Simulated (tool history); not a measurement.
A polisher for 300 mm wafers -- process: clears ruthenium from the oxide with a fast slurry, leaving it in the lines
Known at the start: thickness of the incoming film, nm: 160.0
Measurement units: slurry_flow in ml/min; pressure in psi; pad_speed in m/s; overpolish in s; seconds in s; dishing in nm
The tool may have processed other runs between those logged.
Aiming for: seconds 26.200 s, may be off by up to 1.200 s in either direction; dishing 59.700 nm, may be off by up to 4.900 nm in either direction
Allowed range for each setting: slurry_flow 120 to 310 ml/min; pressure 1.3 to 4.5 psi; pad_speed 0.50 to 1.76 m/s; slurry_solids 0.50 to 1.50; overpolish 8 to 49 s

run	hour	slurry_flow	pressure	pad_speed	slurry_solids	overpolish	seconds	dishing
1	0.0	200	2.9	1.12	1.00	25	40.632	77.625
2	3.3	245	2.9	1.12	1.00	25	38.439	79.443
3	5.6	245	2.9	1.12	1.00	32	38.179	88.694
4	10.5	255	3.0	1.12	1.00	29	37.537	90.958
5	17.1	255	3.0	1.36	1.00	29	31.535	102.930
6	23.1	255	3.0	1.36	1.15	29	29.122	105.180
7	29.0	260	2.9	1.36	1.20	26	30.077	97.355
8	31.7	265	2.9	1.36	1.25	24	29.203	98.744
9	38.7	245	3.0	1.38	1.15	22	28.620	83.614
10	39.9	245	3.0	1.38	1.15	21	28.744	85.382
11	47.7	240	3.0	1.38	1.15	19	29.003	81.677
12	54.1	295	3.1	1.38	1.15	8	28.265	40.101
13	60.5	285	3.1	1.38	1.15	8	27.377	40.533
14	64.7	285	3.1	1.38	1.15	8	27.477	41.353
15	69.3	280	3.1	1.38	1.15	8	27.682	41.523
16	75.1	275	3.1	1.38	1.15	8	27.475	39.540
17	82.8	275	3.1	1.38	1.15	9	27.794	45.238
18	89.3	270	3.1	1.38	1.15	9	27.717	44.461
19	91.0	265	3.1	1.38	1.15	9	27.444	42.377
20	96.6	265	3.1	1.38	1.15	9	28.022	45.074
21	103.8	260	3.1	1.38	1.15	9	27.944	44.886
22	106.2	255	3.1	1.38	1.15	9	27.988	43.847
23	109.0	255	3.1	1.38	1.15	10	28.436	50.728
24	114.0	255	3.1	1.38	1.15	10	27.825	47.749
25	120.4	250	3.1	1.38	1.15	10	28.182	48.190
26	129.1	245	3.1	1.38	1.15	10	28.262	49.701
27	135.6	240	3.1	1.38	1.15	10	29.128	50.313

Next run, 4 choices. One meets every target within its allowed miss, the rest don't. Which?
A	142.1	220	4.5	1.12	1.30	14	?	?
B	142.1	205	4.2	1.16	1.10	12	?	?
C	142.1	215	3.4	1.42	1.10	14	?	?
D	142.1	250	2.9	1.42	1.15	16	?	?

move	seconds	dishing
A	23.546	76.039
B	26.154	61.716
C	26.230	69.813
D	29.547	70.624
A: pushes the last run's worst result past its target
B: every result lands within tolerance
C: meets the target for the result that was furthest off, but another lies outside its allowed miss
D: further off than the last run
Move B is the one to make.

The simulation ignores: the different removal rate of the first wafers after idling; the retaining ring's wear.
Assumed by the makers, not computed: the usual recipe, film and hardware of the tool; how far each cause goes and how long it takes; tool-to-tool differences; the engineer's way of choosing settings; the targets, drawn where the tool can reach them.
